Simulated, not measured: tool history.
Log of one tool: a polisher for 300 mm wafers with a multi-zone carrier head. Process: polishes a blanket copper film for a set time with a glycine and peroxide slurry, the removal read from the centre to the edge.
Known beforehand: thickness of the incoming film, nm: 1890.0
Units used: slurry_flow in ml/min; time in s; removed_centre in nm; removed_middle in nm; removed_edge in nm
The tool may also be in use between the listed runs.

Run 1, hour 0: slurry_flow 180 ml/min, centre_zone 1, middle_zone 1, edge_zone 1, time 72 s. Result: removed_centre 330.58 nm, removed_middle 342.02 nm, removed_edge 350.9 nm.
Run 2, hour 2.9: slurry_flow 190 ml/min, centre_zone 1.02, middle_zone 1.02, edge_zone 1.02, time 77 s. Result: removed_centre 370.5 nm, removed_middle 380.1 nm, removed_edge 376.06 nm.
Run 3, hour 3.6: slurry_flow 190 ml/min, centre_zone 1.02, middle_zone 1.02, edge_zone 1.03, time 82 s. Result: removed_centre 389.61 nm, removed_middle 409.13 nm, removed_edge 404.84 nm.
Run 4, hour 5: slurry_flow 190 ml/min, centre_zone 1.02, middle_zone 1.02, edge_zone 0.96, time 82 s. Result: removed_centre 388.26 nm, removed_middle 396.24 nm, removed_edge 393.34 nm.
Run 5, hour 13.9: slurry_flow 160 ml/min, centre_zone 1.02, middle_zone 1.02, edge_zone 0.96, time 82 s. Result: removed_centre 367.81 nm, removed_middle 377.44 nm, removed_edge 375.1 nm.
At hour 21.7: slurry nozzle cleaned.
Run 6, hour 21.7: slurry_flow 180 ml/min, centre_zone 1.03, middle_zone 1.02, edge_zone 0.99, time 84 s. Result: removed_centre 444.39 nm, removed_middle 447.32 nm, removed_edge 441.95 nm.
Run 7, hour 26.2: slurry_flow 185 ml/min, centre_zone 1.04, middle_zone 1.02, edge_zone 1.02, time 84 s. Result: removed_centre 454.56 nm, removed_middle 450.94 nm, removed_edge 442.35 nm.
Run 8, hour 30.1: slurry_flow 190 ml/min, centre_zone 1.04, middle_zone 1.02, edge_zone 1.05, time 84 s. Result: removed_centre 467.07 nm, removed_middle 464.29 nm, removed_edge 448.09 nm.
Run 9, hour 37.8: slurry_flow 190 ml/min, centre_zone 1.04, middle_zone 1.02, edge_zone 1.05, time 84 s. Result: removed_centre 455.78 nm, removed_middle 445.19 nm, removed_edge 451.59 nm.
Run 10, hour 38.3: slurry_flow 195 ml/min, centre_zone 1.04, middle_zone 1.04, edge_zone 1.08, time 84 s. Result: removed_centre 458.92 nm, removed_middle 459.96 nm, removed_edge 460.01 nm.

Predict the results of run 11:
Run 11, hour 44: slurry_flow 200 ml/min, centre_zone 1.05, middle_zone 1.06, edge_zone 1.1, time 84 s. Result: removed_centre ?, removed_middle ?, removed_edge ?.

Logged for run 11: removed_centre 459.26 nm, removed_middle 458.2 nm, removed_edge 457.21 nm.
